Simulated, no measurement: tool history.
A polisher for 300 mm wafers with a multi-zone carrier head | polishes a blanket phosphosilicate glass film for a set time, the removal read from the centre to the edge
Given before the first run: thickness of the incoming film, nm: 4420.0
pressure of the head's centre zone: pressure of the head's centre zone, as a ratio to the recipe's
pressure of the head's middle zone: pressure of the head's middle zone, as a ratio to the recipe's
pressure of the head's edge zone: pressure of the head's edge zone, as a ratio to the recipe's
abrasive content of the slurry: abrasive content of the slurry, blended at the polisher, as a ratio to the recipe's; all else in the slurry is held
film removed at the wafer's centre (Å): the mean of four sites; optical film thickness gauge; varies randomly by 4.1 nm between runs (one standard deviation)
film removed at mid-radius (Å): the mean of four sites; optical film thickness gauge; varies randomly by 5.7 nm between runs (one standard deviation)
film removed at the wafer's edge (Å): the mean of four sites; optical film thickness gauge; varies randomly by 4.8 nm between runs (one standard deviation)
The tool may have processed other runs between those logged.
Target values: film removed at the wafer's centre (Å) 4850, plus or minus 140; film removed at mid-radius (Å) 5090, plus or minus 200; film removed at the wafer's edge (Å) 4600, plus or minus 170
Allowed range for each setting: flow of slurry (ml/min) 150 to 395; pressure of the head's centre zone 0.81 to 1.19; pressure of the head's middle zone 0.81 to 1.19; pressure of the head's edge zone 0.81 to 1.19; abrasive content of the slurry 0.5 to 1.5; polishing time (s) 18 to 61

run  hour  flow of slurry (ml/min)  pressure of the head's centre zone  pressure of the head's middle zone  pressure of the head's edge zone  abrasive content of the slurry  polishing time (s)  film removed at the wafer's centre (Å)  film removed at mid-radius (Å)  film removed at the wafer's edge (Å)
  1     0                      250                                   1                                   1                                 1                               1                  39                                  3042.4                          3011.9                                2940.2
  2   7.4                      250                                   1                                   1                                 1                             1.1                  39                                  3134.9                          3128.4                                3103.3
  3  13.5                      250                                   1                                   1                                 1                             1.1                  30                                  2446.3                          2440.6                                2378.7
  4  14.2                      250                                   1                                   1                              0.93                             1.1                  30                                  2491.6                          2492.6                                  2346
  5  15.5                      295                                   1                                   1                              0.93                             1.1                  30                                  2495.7                          2474.4                                2333.3
  6  20.5                      295                                   1                                   1                              0.93                             1.1                  26                                  2149.7                          2138.6                                2015.3
  7  27.3                      285                                1.01                                1.04                              0.95                            1.25                  32                                  2892.4                          2868.7                                2705.3
  8  33.2                      280                                1.01                                1.08                              0.96                            1.35                  36                                  3310.7                          3513.5                                3118.5
  9  36.8                      275                                1.03                                 1.1                                 1                             1.4                  39                                  3708.6                          3866.1                                3504.8
 10    39                      270                                1.04                                1.11                              1.01                            1.45                  42                                  4123.3                          4250.2                                3867.2
 11  45.1                      280                                1.05                                1.13                              1.03                            1.45                  43                                  4220.7                          4500.9                                4009.6
 12  50.4                      310                                1.15                                1.15                              1.13                             1.5                  45                                  5008.4                          4873.5                                4383.5

Below are 4 possible settings for the next run. Only one of them brings all results inside the allowed miss of their targets. Which is it?
  A  55.7                      320                                1.08                                1.17                              1.12                             1.4                  48                                       ?                               ?                                     ?
  B  55.7                      270                                1.12                                1.18                              1.09                            1.45                  49                                       ?                               ?                                     ?
  C  55.7                      260                                1.18                                1.16                              1.07                            1.45                  45                                       ?                               ?                                     ?
  D  55.7                      320                                1.11                                1.18                              1.11                             1.5                  48                                       ?                               ?                                     ?

move  film removed at the wafer's centre (Å)  film removed at mid-radius (Å)  film removed at the wafer's edge (Å)
   A                                  4891.5                          5187.8                                4631.5
   B                                  5166.3                          5325.9                                4675.5
   C                                    4979                          4804.8                                  4243
   D                                  5173.5                          5373.2                                4742.7
A: in spec on every target
B: gets the furthest-off result to its target, but another result is out of tolerance
C: lands further from the targets than the last run did
D: gets the furthest-off result to its target, but another result is out of tolerance
Move A is the one to make.
